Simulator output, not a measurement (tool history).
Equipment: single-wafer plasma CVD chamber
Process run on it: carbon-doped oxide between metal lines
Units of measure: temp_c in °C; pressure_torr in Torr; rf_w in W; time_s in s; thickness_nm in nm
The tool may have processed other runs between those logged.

| run | hour | temp_c | pressure_torr | rf_w | time_s | thickness_nm |
|---|---|---|---|---|---|---|
| 1 | 0 | 330 | 5.7 | 630 | 13.9 | 85.655 |
| 2 | 1.5 | 330 | 5.7 | 630 | 13.9 | 85.681 |
| 3 | 8.1 | 330 | 5.7 | 630 | 13.3 | 82.086 |
| 4 | 10 | 330 | 5.7 | 630 | 13.3 | 82.442 |
| 5 | 13.7 | 330 | 5.7 | 575 | 13.3 | 77.883 |
| 6 | 15.2 | 330 | 5.7 | 575 | 13.9 | 81.354 |
| 7 | 17.7 | 336 | 5.34 | 570 | 13.9 | 78.797 |

Run 8 is up next; what results do you expect?
| 8 | 25.2 | 340 | 5.04 | 565 | 13.9 | ? |

{"run 8": {"thickness_nm": 76.463}}
